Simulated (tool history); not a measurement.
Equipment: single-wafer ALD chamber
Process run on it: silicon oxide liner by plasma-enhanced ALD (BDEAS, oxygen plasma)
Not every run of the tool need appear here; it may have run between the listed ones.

run	day	heater temperature setpoint (deg C)	number of ALD cycles (cycles)	mean film thickness on the monitor wafer (nm)
1	0.000	315	65	5.5957
2	0.125	315	67	5.7763
3	0.321	315	69	5.8887
4	0.375	325	69	5.8305
5	0.525	325	71	6.0105
6	0.575	334	71	5.8991

What does the tool deliver on the next run?
7	0.612	334	72	?

Run 7 came out at mean film thickness on the monitor wafer (nm) 6.0589.

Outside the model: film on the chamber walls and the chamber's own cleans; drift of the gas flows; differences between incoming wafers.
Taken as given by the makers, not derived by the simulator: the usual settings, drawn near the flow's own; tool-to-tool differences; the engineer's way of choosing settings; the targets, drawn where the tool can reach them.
